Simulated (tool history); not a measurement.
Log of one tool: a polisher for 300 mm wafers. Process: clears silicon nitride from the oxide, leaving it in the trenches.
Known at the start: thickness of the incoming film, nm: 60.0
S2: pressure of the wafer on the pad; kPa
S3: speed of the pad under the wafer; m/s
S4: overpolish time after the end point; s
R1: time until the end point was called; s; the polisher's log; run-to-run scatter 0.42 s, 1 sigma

{"run": 1, "hour": 0.0, "flow of slurry (ml/min)": 220, "S2": 16.5, "S3": 0.98, "S4": 9, "R1": 70.368}
{"run": 2, "hour": 1.6, "flow of slurry (ml/min)": 220, "S2": 17.2, "S3": 0.98, "S4": 9, "R1": 67.987}
{"run": 3, "hour": 3.3, "flow of slurry (ml/min)": 220, "S2": 17.9, "S3": 0.98, "S4": 9, "R1": 65.481}
{"run": 4, "hour": 10.4, "flow of slurry (ml/min)": 220, "S2": 17.9, "S3": 0.78, "S4": 9, "R1": 81.158}
{"run": 5, "hour": 15.1, "flow of slurry (ml/min)": 220, "S2": 18.6, "S3": 0.8, "S4": 9, "R1": 75.832}
{"run": 6, "hour": 22.9, "flow of slurry (ml/min)": 220, "S2": 19.3, "S3": 0.82, "S4": 9, "R1": 71.119}
{"run": 7, "hour": 30.5, "flow of slurry (ml/min)": 220, "S2": 20.0, "S3": 0.84, "S4": 9, "R1": 67.134}
{"run": 8, "hour": 32.9, "flow of slurry (ml/min)": 220, "S2": 20.0, "S3": 0.84, "S4": 9, "R1": 67.625}
{"run": 9, "hour": 38.5, "flow of slurry (ml/min)": 220, "S2": 20.7, "S3": 0.86, "S4": 9, "R1": 63.955}

Forecast run 10:
{"run": 10, "hour": 46.9, "flow of slurry (ml/min)": 230, "S2": 24.8, "S3": 0.96, "S4": 9, "R1": "?"}

Run 10 yielded R1 47.987 s.

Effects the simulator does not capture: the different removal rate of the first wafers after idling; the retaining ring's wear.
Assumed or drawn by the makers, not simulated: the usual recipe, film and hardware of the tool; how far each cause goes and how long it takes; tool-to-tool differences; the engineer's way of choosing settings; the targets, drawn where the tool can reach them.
